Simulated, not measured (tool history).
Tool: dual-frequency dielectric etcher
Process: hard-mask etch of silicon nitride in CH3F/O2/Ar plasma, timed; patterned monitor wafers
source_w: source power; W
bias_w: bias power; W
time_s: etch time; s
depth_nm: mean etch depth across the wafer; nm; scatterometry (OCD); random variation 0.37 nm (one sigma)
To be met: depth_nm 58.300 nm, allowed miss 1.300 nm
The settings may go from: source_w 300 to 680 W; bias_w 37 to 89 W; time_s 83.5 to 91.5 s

Run 1, hour 0.0: source_w 490 W, bias_w 63 W, time_s 91.5 s. Result: depth_nm 63.689 nm.
Run 2, hour 6.5: source_w 490 W, bias_w 63 W, time_s 91.5 s. Result: depth_nm 64.850 nm.
Run 3, hour 13.3: source_w 460 W, bias_w 62 W, time_s 91.5 s. Result: depth_nm 63.286 nm.
Run 4, hour 20.8: source_w 440 W, bias_w 60 W, time_s 91.0 s. Result: depth_nm 61.453 nm.
Run 5, hour 25.0: source_w 440 W, bias_w 68 W, time_s 91.0 s. Result: depth_nm 63.458 nm.
Run 6, hour 32.0: source_w 410 W, bias_w 67 W, time_s 90.5 s. Result: depth_nm 61.385 nm.
Run 7, hour 33.0: source_w 390 W, bias_w 66 W, time_s 90.5 s. Result: depth_nm 60.195 nm.
Run 8, hour 35.9: source_w 390 W, bias_w 66 W, time_s 90.5 s. Result: depth_nm 60.886 nm.
Run 9, hour 41.0: source_w 380 W, bias_w 65 W, time_s 90.5 s. Result: depth_nm 60.210 nm.

Which of these 4 next moves meets every target?
Run A, hour 46.1: source_w 420 W, bias_w 61 W, time_s 83.5 s. Result: depth_nm ?.
Run B, hour 46.1: source_w 360 W, bias_w 61 W, time_s 91.5 s. Result: depth_nm ?.
Run C, hour 46.1: source_w 400 W, bias_w 66 W, time_s 90.0 s. Result: depth_nm ?.
Run D, hour 46.1: source_w 350 W, bias_w 59 W, time_s 87.0 s. Result: depth_nm ?.

move  depth_nm
   A    55.724
   B    58.693
   C    60.693
   D    54.881
A: takes the result that was furthest off past its target
B: meets every target
C: further off than the last run
D: takes the result that was furthest off past its target
Answer: B

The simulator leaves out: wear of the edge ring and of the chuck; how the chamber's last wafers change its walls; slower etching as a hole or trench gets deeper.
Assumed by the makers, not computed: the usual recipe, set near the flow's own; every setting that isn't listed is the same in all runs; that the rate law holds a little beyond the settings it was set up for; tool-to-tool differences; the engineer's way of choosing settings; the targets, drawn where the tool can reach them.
